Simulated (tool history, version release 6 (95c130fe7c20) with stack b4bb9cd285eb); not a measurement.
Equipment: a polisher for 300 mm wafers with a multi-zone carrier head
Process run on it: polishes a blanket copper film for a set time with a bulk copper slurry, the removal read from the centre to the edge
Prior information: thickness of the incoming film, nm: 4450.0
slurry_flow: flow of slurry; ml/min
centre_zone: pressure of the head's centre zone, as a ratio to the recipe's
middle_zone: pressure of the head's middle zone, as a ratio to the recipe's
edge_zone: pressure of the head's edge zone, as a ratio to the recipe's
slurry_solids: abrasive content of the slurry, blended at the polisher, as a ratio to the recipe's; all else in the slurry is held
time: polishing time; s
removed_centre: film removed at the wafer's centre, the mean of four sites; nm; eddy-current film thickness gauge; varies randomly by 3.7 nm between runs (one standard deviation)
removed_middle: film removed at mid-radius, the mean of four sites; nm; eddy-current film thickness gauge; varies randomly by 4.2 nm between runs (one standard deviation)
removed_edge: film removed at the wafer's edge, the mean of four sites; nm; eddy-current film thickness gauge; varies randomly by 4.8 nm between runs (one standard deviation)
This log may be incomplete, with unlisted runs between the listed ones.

Run 1, hour 0.0: slurry_flow 130 ml/min, centre_zone 1.00, middle_zone 1.00, edge_zone 1.00, slurry_solids 1.00, time 52 s. Result: removed_centre 714.09 nm, removed_middle 718.50 nm, removed_edge 685.62 nm.
Run 2, hour 1.4: slurry_flow 130 ml/min, centre_zone 1.00, middle_zone 1.00, edge_zone 0.95, slurry_solids 1.00, time 52 s. Result: removed_centre 712.72 nm, removed_middle 713.13 nm, removed_edge 653.29 nm.
Run 3, hour 6.8: slurry_flow 120 ml/min, centre_zone 0.96, middle_zone 0.98, edge_zone 0.91, slurry_solids 0.85, time 48 s. Result: removed_centre 586.62 nm, removed_middle 608.81 nm, removed_edge 570.77 nm.
Run 4, hour 9.7: slurry_flow 90 ml/min, centre_zone 0.96, middle_zone 0.98, edge_zone 0.91, slurry_solids 0.85, time 48 s. Result: removed_centre 555.55 nm, removed_middle 553.83 nm, removed_edge 544.76 nm.
Run 5, hour 18.0: slurry_flow 90 ml/min, centre_zone 0.96, middle_zone 1.06, edge_zone 0.91, slurry_solids 0.85, time 48 s. Result: removed_centre 554.80 nm, removed_middle 599.54 nm, removed_edge 548.65 nm.
Run 6, hour 21.4: slurry_flow 100 ml/min, centre_zone 0.96, middle_zone 1.04, edge_zone 0.88, slurry_solids 0.75, time 44 s. Result: removed_centre 506.51 nm, removed_middle 536.83 nm, removed_edge 478.96 nm.

The next listed run, before its measurement:
Run 7, hour 30.3: slurry_flow 115 ml/min, centre_zone 0.88, middle_zone 0.94, edge_zone 0.83, slurry_solids 0.50, time 41 s. Result: removed_centre ?, removed_middle ?, removed_edge ?.

For run 7 the tool returned removed_centre 384.81 nm, removed_middle 421.36 nm, removed_edge 404.18 nm.
